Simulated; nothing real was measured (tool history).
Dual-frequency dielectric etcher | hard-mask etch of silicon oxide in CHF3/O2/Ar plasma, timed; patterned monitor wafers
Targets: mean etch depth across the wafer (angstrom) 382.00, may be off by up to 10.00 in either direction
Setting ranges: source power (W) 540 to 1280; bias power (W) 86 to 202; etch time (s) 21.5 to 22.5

| run | hour | source power (W) | bias power (W) | etch time (s) | mean etch depth across the wafer (angstrom) |
|---|---|---|---|---|---|
| 1 | 0.0 | 910 | 144 | 21.5 | 479.54 |
| 2 | 3.7 | 910 | 144 | 22.5 | 499.62 |
| 3 | 6.5 | 820 | 128 | 22.0 | 433.87 |
| 4 | 12.8 | 820 | 146 | 22.0 | 465.07 |
| 5 | 14.6 | 980 | 146 | 22.0 | 507.02 |
| 6 | 23.5 | 860 | 138 | 22.0 | 458.51 |
| 7 | 30.0 | 770 | 136 | 22.0 | 439.96 |
| 8 | 30.7 | 770 | 136 | 22.0 | 433.12 |
| 9 | 36.5 | 710 | 134 | 22.0 | 417.91 |
| 10 | 44.7 | 670 | 133 | 22.0 | 403.06 |
| 11 | 50.9 | 580 | 129 | 22.0 | 370.21 |

Pick the move, out of 5, that brings all results within their allowed miss; only one does.
| A | 57.1 | 570 | 132 | 22.5 | ? |
| B | 57.1 | 580 | 120 | 21.5 | ? |
| C | 57.1 | 590 | 122 | 21.5 | ? |
| D | 57.1 | 540 | 136 | 21.5 | ? |
| E | 57.1 | 580 | 128 | 21.5 | ? |

| move | mean etch depth across the wafer (angstrom) |
|---|---|
| A | 379.16 |
| B | 349.47 |
| C | 355.43 |
| D | 357.02 |
| E | 360.37 |
A: every result lands within tolerance
B: misses by more than the last run did
C: misses by more than the last run did
D: misses by more than the last run did
E: misses by more than the last run did
The move that meets every target is A.
